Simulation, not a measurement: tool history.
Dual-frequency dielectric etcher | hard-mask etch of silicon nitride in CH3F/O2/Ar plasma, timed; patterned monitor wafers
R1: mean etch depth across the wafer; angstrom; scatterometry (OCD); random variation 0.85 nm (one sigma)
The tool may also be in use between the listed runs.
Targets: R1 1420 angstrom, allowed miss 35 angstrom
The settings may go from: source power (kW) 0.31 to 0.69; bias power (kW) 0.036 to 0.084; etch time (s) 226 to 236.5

Run 1, hour 0: source power (kW) 0.5, bias power (kW) 0.06, etch time (s) 226. Result: R1 1682.2 angstrom.
Run 2, hour 2.6: source power (kW) 0.5, bias power (kW) 0.069, etch time (s) 226. Result: R1 1771.7 angstrom.
Run 3, hour 10: source power (kW) 0.53, bias power (kW) 0.069, etch time (s) 226. Result: R1 1815.6 angstrom.
Run 4, hour 16.3: source power (kW) 0.47, bias power (kW) 0.065, etch time (s) 226. Result: R1 1705.9 angstrom.
Run 5, hour 17.4: source power (kW) 0.47, bias power (kW) 0.065, etch time (s) 226. Result: R1 1691.2 angstrom.
Run 6, hour 20.5: source power (kW) 0.51, bias power (kW) 0.065, etch time (s) 226. Result: R1 1743.1 angstrom.
Run 7, hour 25.3: source power (kW) 0.41, bias power (kW) 0.053, etch time (s) 226. Result: R1 1505.3 angstrom.
Run 8, hour 28.4: source power (kW) 0.39, bias power (kW) 0.052, etch time (s) 226. Result: R1 1485.4 angstrom.
Run 9, hour 29: source power (kW) 0.38, bias power (kW) 0.051, etch time (s) 226. Result: R1 1451.3 angstrom.

5 next moves are on the table. One of them brings every result within its allowed miss. Which?
Run A, hour 29.6: source power (kW) 0.34, bias power (kW) 0.06, etch time (s) 230.5. Result: R1 ?.
Run B, hour 29.6: source power (kW) 0.35, bias power (kW) 0.056, etch time (s) 233.5. Result: R1 ?.
Run C, hour 29.6: source power (kW) 0.47, bias power (kW) 0.039, etch time (s) 234. Result: R1 ?.
Run D, hour 29.6: source power (kW) 0.35, bias power (kW) 0.054, etch time (s) 236.5. Result: R1 ?.
Run E, hour 29.6: source power (kW) 0.41, bias power (kW) 0.037, etch time (s) 233.5. Result: R1 ?.

move      R1
   A  1493.6
   B  1496.8
   C  1508.4
   D  1499.8
   E  1412.4
A: further off than the last run
B: further off than the last run
C: further off than the last run
D: further off than the last run
E: meets every target
Answer: E

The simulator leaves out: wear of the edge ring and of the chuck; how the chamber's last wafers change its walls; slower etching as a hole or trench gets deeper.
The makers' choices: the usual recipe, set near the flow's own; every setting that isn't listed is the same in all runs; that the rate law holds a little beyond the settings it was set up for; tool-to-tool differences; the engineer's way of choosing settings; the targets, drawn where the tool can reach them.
